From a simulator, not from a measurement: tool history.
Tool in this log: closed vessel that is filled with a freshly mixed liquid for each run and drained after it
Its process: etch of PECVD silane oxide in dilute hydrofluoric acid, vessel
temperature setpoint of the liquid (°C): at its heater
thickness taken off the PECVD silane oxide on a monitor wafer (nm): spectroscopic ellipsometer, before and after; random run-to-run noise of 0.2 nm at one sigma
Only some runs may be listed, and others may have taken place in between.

| run | hour | temperature setpoint of the liquid (°C) | parts of water to one part of 49 % hydrofluoric acid (parts by volume) | time in the liquid (s) | thickness taken off the PECVD silane oxide on a monitor wafer (nm) |
|---|---|---|---|---|---|
| 1 | 0 | 25 | 215 | 295 | 18.058 |
| 2 | 8.7 | 26 | 210 | 295 | 19.449 |
| 3 | 14 | 27 | 205 | 295 | 20.704 |
| 4 | 16.2 | 27.5 | 200 | 295 | 21.702 |
| 5 | 24.6 | 27.5 | 135 | 295 | 34.501 |
| 6 | 31.9 | 27 | 135 | 295 | 33.82 |
| 7 | 34.7 | 26.5 | 135 | 295 | 33.276 |
| 8 | 39.3 | 26.5 | 135 | 295 | 33.29 |
| 9 | 44.5 | 26.5 | 135 | 295 | 33.51 |
| 10 | 49 | 26 | 135 | 295 | 32.639 |

The next listed run, before its measurement:
| 11 | 55.3 | 25.5 | 135 | 295 | ? |

Run 11 measured thickness taken off the PECVD silane oxide on a monitor wafer (nm) 31.882.
